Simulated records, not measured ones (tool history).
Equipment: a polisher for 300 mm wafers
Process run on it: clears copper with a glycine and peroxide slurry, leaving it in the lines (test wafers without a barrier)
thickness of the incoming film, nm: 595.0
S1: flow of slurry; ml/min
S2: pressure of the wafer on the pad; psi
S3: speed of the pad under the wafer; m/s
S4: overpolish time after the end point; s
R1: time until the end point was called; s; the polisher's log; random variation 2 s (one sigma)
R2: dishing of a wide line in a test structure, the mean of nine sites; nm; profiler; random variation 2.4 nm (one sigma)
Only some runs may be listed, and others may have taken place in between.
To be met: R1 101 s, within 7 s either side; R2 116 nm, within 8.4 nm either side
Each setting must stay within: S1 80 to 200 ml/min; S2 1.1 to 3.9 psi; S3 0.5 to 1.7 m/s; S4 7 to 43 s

run 1 day=0 | S1=130 S2=2.5 S3=1.1 S4=22 | R1=159.23 R2=55.301
run 2 day=0.15 | S1=130 S2=2.5 S3=1.1 S4=30 | R1=157.93 R2=74.318
run 3 day=0.221 | S1=130 S2=2.2 S3=1.1 S4=30 | R1=173.22 R2=68.368
run 4 day=0.6 | S1=130 S2=2.2 S3=1.1 S4=26 | R1=168.78 R2=60.554
run 5 day=0.738 | S1=130 S2=2.2 S3=1.1 S4=33 | R1=172.55 R2=70.536
run 6 day=1.062 | S1=130 S2=2.2 S3=1.3 S4=33 | R1=153.16 R2=79.615
run 7 day=1.096 | S1=130 S2=2.6 S3=1.34 S4=33 | R1=128.06 R2=91.1
run 8 day=1.192 | S1=130 S2=2.8 S3=1.36 S4=34 | R1=119.42 R2=96.862
run 9 day=1.388 | S1=130 S2=3 S3=1.36 S4=35 | R1=112.19 R2=103.15
run 10 day=1.583 | S1=130 S2=3.1 S3=1.36 S4=36 | R1=111.08 R2=107.91

Next run, 4 choices. One meets every target within its allowed miss, the rest don't. Which?
run A day=1.779 | S1=130 S2=3.8 S3=1.5 S4=22 | R1=? R2=?
run B day=1.779 | S1=85 S2=3.8 S3=1.36 S4=36 | R1=? R2=?
run C day=1.779 | S1=115 S2=3 S3=1.24 S4=39 | R1=? R2=?
run D day=1.779 | S1=135 S2=3.6 S3=1.6 S4=43 | R1=? R2=?

move=A R1=80.344 R2=89.465
move=B R1=98.79 R2=108.45
move=C R1=120.59 R2=98.936
move=D R1=78.942 R2=133.49
A: carries the result that was furthest off beyond its target, to the other side
B: each result inside its tolerance
C: its largest miss is bigger than the last run's
D: carries the result that was furthest off beyond its target, to the other side
Correct choice: B, which meets every target
